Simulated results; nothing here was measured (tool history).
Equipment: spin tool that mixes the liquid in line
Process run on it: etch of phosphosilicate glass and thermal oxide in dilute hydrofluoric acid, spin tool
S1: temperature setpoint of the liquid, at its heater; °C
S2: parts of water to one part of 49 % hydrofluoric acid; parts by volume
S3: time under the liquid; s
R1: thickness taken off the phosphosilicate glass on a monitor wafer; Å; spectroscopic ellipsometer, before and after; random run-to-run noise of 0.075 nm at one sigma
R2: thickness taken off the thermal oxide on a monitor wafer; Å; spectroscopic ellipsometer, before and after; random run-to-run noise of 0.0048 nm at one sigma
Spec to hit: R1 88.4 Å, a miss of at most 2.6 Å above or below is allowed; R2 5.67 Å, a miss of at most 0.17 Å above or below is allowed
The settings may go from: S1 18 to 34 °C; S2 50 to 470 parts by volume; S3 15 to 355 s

run	hour	S1	S2	S3	R1	R2
1	0	26	260	180	489.77	31.006
2	5.5	26	260	235	630.42	40.877
3	9.5	23.5	325	195	366.46	23.22
4	16.5	20.5	325	195	320.05	21.243
5	23.7	20	370	160	220	14.274
6	29	19.5	400	135	166.87	10.54
7	31	19	420	120	136.34	8.6343
8	32.3	18.5	435	110	117.4	7.6219
9	41.3	18.5	445	100	101.37	6.6225
10	45.4	18	470	100	93.378	6.0457

Which of these 5 next moves meets every target?
A	49.5	18.5	420	80	?	?
B	49.5	20.5	425	85	?	?
C	49.5	18	450	95	?	?
D	49.5	18	395	80	?	?
E	49.5	27	360	45	?	?

move	R1	R2
A	90.895	5.6914
B	101.86	6.3778
C	96.714	6.0557
D	96.853	6.0644
E	83.686	5.24
A: all results land within tolerance of their targets
B: moves away from the targets compared with the last run
C: moves away from the targets compared with the last run
D: moves away from the targets compared with the last run
E: carries the result that was furthest off beyond its target, to the other side
The move that meets every target is A.
